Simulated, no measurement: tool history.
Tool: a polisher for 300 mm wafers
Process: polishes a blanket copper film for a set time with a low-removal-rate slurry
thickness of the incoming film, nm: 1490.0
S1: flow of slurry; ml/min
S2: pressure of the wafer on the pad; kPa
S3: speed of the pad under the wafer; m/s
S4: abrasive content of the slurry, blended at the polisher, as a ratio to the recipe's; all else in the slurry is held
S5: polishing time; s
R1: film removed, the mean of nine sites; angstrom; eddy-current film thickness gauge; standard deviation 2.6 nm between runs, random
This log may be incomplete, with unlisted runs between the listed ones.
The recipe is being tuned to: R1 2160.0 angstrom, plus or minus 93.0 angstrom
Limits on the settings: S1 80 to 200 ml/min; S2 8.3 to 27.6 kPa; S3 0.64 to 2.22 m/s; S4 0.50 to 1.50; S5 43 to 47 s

run 1 hour=0.0 | S1=130 S2=17.9 S3=1.42 S4=1.00 S5=47 | R1=1726.5
run 2 hour=2.0 | S1=135 S2=18.6 S3=1.42 S4=1.00 S5=47 | R1=1800.1
run 3 hour=9.4 | S1=135 S2=19.3 S3=1.42 S4=1.00 S5=47 | R1=1822.7
run 4 hour=11.4 | S1=135 S2=19.3 S3=1.42 S4=1.00 S5=47 | R1=1869.4
run 5 hour=16.2 | S1=135 S2=19.3 S3=1.42 S4=1.00 S5=47 | R1=1891.6
run 6 hour=24.1 | S1=135 S2=19.3 S3=1.42 S4=1.00 S5=47 | R1=1814.9
run 7 hour=26.0 | S1=135 S2=20.0 S3=1.42 S4=1.00 S5=47 | R1=1904.9
run 8 hour=33.3 | S1=135 S2=20.7 S3=1.42 S4=1.00 S5=47 | R1=1920.4
run 9 hour=42.3 | S1=135 S2=20.7 S3=1.42 S4=1.00 S5=47 | R1=1908.8
run 10 hour=46.4 | S1=140 S2=21.4 S3=1.42 S4=1.00 S5=47 | R1=1982.9

4 next moves are on the table. One of them brings every result within its allowed miss. Which?
run A hour=50.5 | S1=115 S2=24.8 S3=1.38 S4=1.20 S5=47 | R1=?
run B hour=50.5 | S1=140 S2=23.4 S3=1.56 S4=1.05 S5=47 | R1=?
run C hour=50.5 | S1=140 S2=27.6 S3=1.40 S4=1.05 S5=47 | R1=?
run D hour=50.5 | S1=135 S2=24.1 S3=1.56 S4=1.00 S5=47 | R1=?

move=A R1=2138.7
move=B R1=2352.8
move=C R1=2365.6
move=D R1=2356.1
A: in spec on every target
B: pushes the last run's worst result past its target
C: pushes the last run's worst result past its target
D: pushes the last run's worst result past its target
A meets every target.

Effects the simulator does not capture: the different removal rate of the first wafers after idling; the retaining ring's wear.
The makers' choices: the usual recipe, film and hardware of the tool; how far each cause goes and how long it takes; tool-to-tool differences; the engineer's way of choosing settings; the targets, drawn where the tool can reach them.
